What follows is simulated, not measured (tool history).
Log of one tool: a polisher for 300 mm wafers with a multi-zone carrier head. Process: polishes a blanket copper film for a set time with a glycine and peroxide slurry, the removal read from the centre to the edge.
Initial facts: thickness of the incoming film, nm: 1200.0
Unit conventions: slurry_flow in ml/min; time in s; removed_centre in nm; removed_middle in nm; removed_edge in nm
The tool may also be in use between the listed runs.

Run 1, hour 0.0: slurry_flow 260 ml/min, centre_zone 1.00, middle_zone 1.00, edge_zone 1.00, time 42 s. Result: removed_centre 239.73 nm, removed_middle 241.62 nm, removed_edge 242.01 nm.
Run 2, hour 1.6: slurry_flow 260 ml/min, centre_zone 1.00, middle_zone 0.92, edge_zone 1.00, time 42 s. Result: removed_centre 243.76 nm, removed_middle 223.43 nm, removed_edge 246.65 nm.
Run 3, hour 2.9: slurry_flow 260 ml/min, centre_zone 1.00, middle_zone 0.92, edge_zone 0.95, time 42 s. Result: removed_centre 243.65 nm, removed_middle 227.87 nm, removed_edge 234.61 nm.
Run 4, hour 11.4: slurry_flow 205 ml/min, centre_zone 1.00, middle_zone 0.92, edge_zone 0.95, time 42 s. Result: removed_centre 230.23 nm, removed_middle 218.90 nm, removed_edge 233.47 nm.
Run 5, hour 16.8: slurry_flow 205 ml/min, centre_zone 1.00, middle_zone 0.92, edge_zone 1.00, time 42 s. Result: removed_centre 231.31 nm, removed_middle 217.04 nm, removed_edge 238.24 nm.
Run 6, hour 23.2: slurry_flow 205 ml/min, centre_zone 1.06, middle_zone 0.92, edge_zone 1.00, time 42 s. Result: removed_centre 241.34 nm, removed_middle 215.34 nm, removed_edge 240.37 nm.
Run 7, hour 29.7: slurry_flow 205 ml/min, centre_zone 1.06, middle_zone 0.92, edge_zone 1.00, time 42 s. Result: removed_centre 240.95 nm, removed_middle 217.49 nm, removed_edge 233.57 nm.
Run 8, hour 36.9: slurry_flow 240 ml/min, centre_zone 0.96, middle_zone 1.02, edge_zone 1.10, time 54 s. Result: removed_centre 294.45 nm, removed_middle 311.16 nm, removed_edge 325.96 nm.
Run 9, hour 43.3: slurry_flow 250 ml/min, centre_zone 0.95, middle_zone 1.05, edge_zone 1.10, time 54 s. Result: removed_centre 294.52 nm, removed_middle 323.66 nm, removed_edge 322.45 nm.

Estimate the outcome of run 10 from the log above:
Run 10, hour 45.6: slurry_flow 260 ml/min, centre_zone 0.94, middle_zone 1.07, edge_zone 1.11, time 54 s. Result: removed_centre ?, removed_middle ?, removed_edge ?.

Run 10 yielded removed_centre 292.57 nm, removed_middle 331.66 nm, removed_edge 326.85 nm.
